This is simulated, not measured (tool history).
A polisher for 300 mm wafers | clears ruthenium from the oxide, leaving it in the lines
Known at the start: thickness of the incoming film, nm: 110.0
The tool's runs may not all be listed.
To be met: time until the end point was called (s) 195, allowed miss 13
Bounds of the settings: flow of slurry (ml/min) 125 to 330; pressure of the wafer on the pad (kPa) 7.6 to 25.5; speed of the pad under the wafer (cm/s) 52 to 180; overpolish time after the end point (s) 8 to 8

run  hour  flow of slurry (ml/min)  pressure of the wafer on the pad (kPa)  speed of the pad under the wafer (cm/s)  overpolish time after the end point (s)  time until the end point was called (s)
  1     0                      210                                    16.5                                      116                                        8                                   73.233
  2   2.6                      210                                    15.2                                      106                                        8                                   85.659
  3   4.2                      165                                    15.2                                      106                                        8                                   83.938
  4   8.8                      165                                    15.2                                      106                                        8                                   86.513
  5  13.4                      165                                    13.8                                       96                                        8                                   105.33
  6  19.3                      165                                    12.4                                       92                                        8                                    120.4
  7  23.7                      165                                    11.7                                       88                                        8                                    128.4
  8    27                      165                                      11                                       84                                        8                                   140.94
  9    32                      160                                     7.6                                       70                                        8                                   234.26
 10  33.1                      160                                     8.3                                       70                                        8                                   221.24

5 next moves are on the table. One of them brings every result within its allowed miss. Which?
  A  34.2                      165                                      11                                       70                                        8                                        ?
  B  34.2                      160                                    10.3                                       54                                        8                                        ?
  C  34.2                      140                                     8.3                                       58                                        8                                        ?
  D  34.2                      155                                     7.6                                       90                                        8                                        ?
  E  34.2                      230                                     8.3                                       60                                        8                                        ?

move  time until the end point was called (s)
   A                                   169.55
   B                                   225.55
   C                                   269.96
   D                                    196.5
   E                                   241.39
A: takes the result that was furthest off past its target
B: further off than the last run
C: further off than the last run
D: meets every target
E: further off than the last run
The right move is D.
